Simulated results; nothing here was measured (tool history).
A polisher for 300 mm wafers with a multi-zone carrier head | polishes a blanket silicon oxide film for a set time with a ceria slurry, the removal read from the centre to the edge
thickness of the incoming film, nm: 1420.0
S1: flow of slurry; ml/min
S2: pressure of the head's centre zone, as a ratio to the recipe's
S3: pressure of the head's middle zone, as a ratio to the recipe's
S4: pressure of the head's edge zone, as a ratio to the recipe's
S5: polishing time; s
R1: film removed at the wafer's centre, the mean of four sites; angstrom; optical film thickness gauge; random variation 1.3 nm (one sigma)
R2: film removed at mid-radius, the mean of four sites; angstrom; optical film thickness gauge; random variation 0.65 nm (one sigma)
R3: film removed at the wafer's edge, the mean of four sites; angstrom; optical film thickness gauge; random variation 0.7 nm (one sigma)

{"run": 1, "hour": 0.0, "S1": 140, "S2": 1, "S3": 1, "S4": 1, "S5": 31, "R1": 1422.4, "R2": 1537.6, "R3": 1568.9}
{"run": 2, "hour": 2.9, "S1": 135, "S2": 0.99, "S3": 0.98, "S4": 0.98, "S5": 30, "R1": 1344.8, "R2": 1467.5, "R3": 1480.6}
{"run": 3, "hour": 5.4, "S1": 135, "S2": 0.99, "S3": 0.98, "S4": 0.98, "S5": 38, "R1": 1701.5, "R2": 1841.1, "R3": 1884}
{"run": 4, "hour": 9.9, "S1": 135, "S2": 0.96, "S3": 0.98, "S4": 0.98, "S5": 38, "R1": 1670.1, "R2": 1834.4, "R3": 1900.7}
{"run": 5, "hour": 11.3, "S1": 130, "S2": 0.96, "S3": 0.95, "S4": 0.97, "S5": 36, "R1": 1575.5, "R2": 1687.4, "R3": 1769.2}
{"run": 6, "hour": 16.6, "S1": 130, "S2": 0.96, "S3": 0.95, "S4": 0.97, "S5": 40, "R1": 1691.1, "R2": 1882.3, "R3": 1968.6}
{"run": 7, "hour": 18.3, "S1": 125, "S2": 0.96, "S3": 0.93, "S4": 0.96, "S5": 37, "R1": 1570.1, "R2": 1675.6, "R3": 1812.8}
{"run": 8, "hour": 20.3, "S1": 110, "S2": 0.93, "S3": 0.91, "S4": 0.86, "S5": 28, "R1": 1109.1, "R2": 1217.6, "R3": 1263.8}
{"run": 9, "hour": 24.2, "S1": 110, "S2": 0.93, "S3": 0.9, "S4": 0.85, "S5": 27, "R1": 1050.3, "R2": 1170, "R3": 1218.5}
{"hour": 32.8, "done": "centre zone pressure recalibrated"}
{"run": 10, "hour": 32.8, "S1": 110, "S2": 0.94, "S3": 0.89, "S4": 0.84, "S5": 27, "R1": 1195.6, "R2": 1142.3, "R3": 1206.5}

The next listed run, before its measurement:
{"run": 11, "hour": 33.8, "S1": 105, "S2": 0.93, "S3": 0.88, "S4": 0.84, "S5": 27, "R1": "?", "R2": "?", "R3": "?"}

Run 11 gave R1 1111 angstrom, R2 1118.9 angstrom, R3 1214.1 angstrom.
